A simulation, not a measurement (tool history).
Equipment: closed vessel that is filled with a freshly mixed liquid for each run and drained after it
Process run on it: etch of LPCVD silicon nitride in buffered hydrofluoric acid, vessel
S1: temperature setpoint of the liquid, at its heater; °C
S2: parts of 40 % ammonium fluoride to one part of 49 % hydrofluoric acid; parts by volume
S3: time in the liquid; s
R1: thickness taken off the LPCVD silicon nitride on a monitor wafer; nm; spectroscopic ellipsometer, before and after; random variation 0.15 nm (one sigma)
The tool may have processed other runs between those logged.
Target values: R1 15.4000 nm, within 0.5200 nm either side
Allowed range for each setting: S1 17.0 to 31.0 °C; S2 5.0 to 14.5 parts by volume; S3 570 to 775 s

run 1 day=0.000 | S1=23.0 S2=9.0 S3=775 | R1=10.4880
run 2 day=0.212 | S1=24.0 S2=9.0 S3=775 | R1=10.8280
run 3 day=0.525 | S1=24.0 S2=9.0 S3=570 | R1=8.1710
run 4 day=0.883 | S1=26.0 S2=9.0 S3=570 | R1=8.9945
run 5 day=1.062 | S1=24.0 S2=9.0 S3=570 | R1=8.0053
run 6 day=1.429 | S1=24.0 S2=9.0 S3=570 | R1=8.1101
run 7 day=1.783 | S1=25.0 S2=8.5 S3=575 | R1=9.0416
run 8 day=2.029 | S1=26.0 S2=8.0 S3=595 | R1=10.7030
run 9 day=2.071 | S1=30.0 S2=8.0 S3=595 | R1=13.0600
run 10 day=2.392 | S1=30.5 S2=7.5 S3=600 | R1=14.5650
run 11 day=2.592 | S1=31.0 S2=7.0 S3=600 | R1=16.4030

Which one of the following 5 next-run settings gets every result inside its allowed miss? There is exactly one.
run A day=2.792 | S1=29.5 S2=5.5 S3=570 | R1=?
run B day=2.792 | S1=28.5 S2=6.0 S3=665 | R1=?
run C day=2.792 | S1=31.0 S2=7.0 S3=670 | R1=?
run D day=2.792 | S1=28.0 S2=7.5 S3=715 | R1=?
run E day=2.792 | S1=31.0 S2=7.5 S3=705 | R1=?

move=A R1=17.2880
move=B R1=17.7780
move=C R1=17.8700
move=D R1=15.1230
move=E R1=17.4560
A: the biggest miss grows against the last run
B: the biggest miss grows against the last run
C: the biggest miss grows against the last run
D: all results land within tolerance of their targets
E: the biggest miss grows against the last run
Go with D: it meets all targets.
